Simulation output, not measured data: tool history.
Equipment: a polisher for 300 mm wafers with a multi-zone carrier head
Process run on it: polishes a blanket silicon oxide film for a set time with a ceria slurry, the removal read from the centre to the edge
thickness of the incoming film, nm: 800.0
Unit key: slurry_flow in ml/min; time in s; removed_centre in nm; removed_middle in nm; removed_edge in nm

run 1 hour=0 | slurry_flow=315 centre_zone=1 middle_zone=1 edge_zone=1 time=66 | removed_centre=263.91 removed_middle=268.7 removed_edge=253.89
run 2 hour=8.8 | slurry_flow=320 centre_zone=1.02 middle_zone=1.03 edge_zone=1.01 time=68 | removed_centre=276.74 removed_middle=281.29 removed_edge=264.99
run 3 hour=10.5 | slurry_flow=375 centre_zone=1.02 middle_zone=1.03 edge_zone=1.01 time=68 | removed_centre=283.01 removed_middle=283.9 removed_edge=270.34
run 4 hour=14.7 | slurry_flow=370 centre_zone=1.03 middle_zone=1.06 edge_zone=0.99 time=70 | removed_centre=293.48 removed_middle=300.49 removed_edge=277.99
run 5 hour=16.6 | slurry_flow=370 centre_zone=1.03 middle_zone=1.06 edge_zone=1.07 time=70 | removed_centre=297.69 removed_middle=303.69 removed_edge=286.84
run 6 hour=18 | slurry_flow=370 centre_zone=0.98 middle_zone=1.06 edge_zone=1.07 time=70 | removed_centre=286.58 removed_middle=301.8 removed_edge=284.04
run 7 hour=26.6 | slurry_flow=370 centre_zone=1.02 middle_zone=1.09 edge_zone=1.05 time=71 | removed_centre=297.87 removed_middle=312.27 removed_edge=285.18
run 8 hour=29.9 | slurry_flow=370 centre_zone=1.04 middle_zone=1.11 edge_zone=1.04 time=72 | removed_centre=310.14 removed_middle=309.66 removed_edge=286.97
run 9 hour=31.5 | slurry_flow=375 centre_zone=1.04 middle_zone=1.13 edge_zone=1.01 time=74 | removed_centre=310.2 removed_middle=335.71 removed_edge=294.02
run 10 hour=38.9 | slurry_flow=380 centre_zone=1.06 middle_zone=1.14 edge_zone=1 time=74 | removed_centre=320.18 removed_middle=331.2 removed_edge=294.39

What will run 11 give?
run 11 hour=45.1 | slurry_flow=380 centre_zone=1.07 middle_zone=1.15 edge_zone=0.98 time=75 | removed_centre=? removed_middle=? removed_edge=?

{"run 11": {"removed_centre": 327.39, "removed_middle": 338.29, "removed_edge": 287.95}}
